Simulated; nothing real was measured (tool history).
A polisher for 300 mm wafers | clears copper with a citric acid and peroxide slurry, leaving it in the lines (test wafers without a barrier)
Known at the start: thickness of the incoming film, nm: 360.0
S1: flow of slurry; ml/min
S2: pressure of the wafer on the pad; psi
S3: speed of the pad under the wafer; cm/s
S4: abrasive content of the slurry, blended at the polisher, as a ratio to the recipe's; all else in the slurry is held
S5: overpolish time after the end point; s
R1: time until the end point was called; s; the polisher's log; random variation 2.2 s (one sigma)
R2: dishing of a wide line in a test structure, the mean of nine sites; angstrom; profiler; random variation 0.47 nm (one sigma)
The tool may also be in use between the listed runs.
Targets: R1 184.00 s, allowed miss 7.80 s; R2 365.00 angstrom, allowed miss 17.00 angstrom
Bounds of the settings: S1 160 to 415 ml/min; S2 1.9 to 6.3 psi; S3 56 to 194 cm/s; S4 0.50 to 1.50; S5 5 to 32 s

| run | hour | S1 | S2 | S3 | S4 | S5 | R1 | R2 |
|---|---|---|---|---|---|---|---|---|
| 1 | 0.0 | 265 | 4.1 | 124 | 1.00 | 16 | 118.48 | 343.75 |
| 2 | 8.3 | 265 | 3.6 | 122 | 1.00 | 19 | 135.60 | 353.12 |
| 3 | 14.3 | 200 | 3.6 | 122 | 1.00 | 19 | 141.60 | 341.12 |
| 4 | 15.4 | 195 | 3.3 | 122 | 1.00 | 21 | 154.40 | 348.94 |
| 5 | 22.5 | 190 | 3.1 | 122 | 1.00 | 22 | 162.24 | 338.47 |
| 6 | 24.2 | 190 | 3.1 | 122 | 0.90 | 22 | 168.52 | 330.39 |
| 7 | 27.3 | 190 | 3.0 | 122 | 0.90 | 23 | 171.52 | 333.03 |
| 8 | 35.2 | 190 | 3.0 | 122 | 0.90 | 23 | 171.98 | 336.49 |
| 9 | 40.2 | 190 | 2.9 | 122 | 0.90 | 24 | 177.86 | 341.60 |

Which of these 4 next moves meets every target?
| A | 45.2 | 190 | 2.9 | 116 | 0.95 | 24 | ? | ? |
| B | 45.2 | 190 | 2.7 | 116 | 1.20 | 27 | ? | ? |
| C | 45.2 | 170 | 2.8 | 122 | 0.95 | 24 | ? | ? |
| D | 45.2 | 195 | 2.7 | 130 | 1.05 | 21 | ? | ? |

| move | R1 | R2 |
|---|---|---|
| A | 183.94 | 328.26 |
| B | 184.62 | 360.56 |
| C | 183.22 | 328.70 |
| D | 171.22 | 309.72 |
A: further off than the last run
B: meets every target
C: further off than the last run
D: further off than the last run
The right move is B.
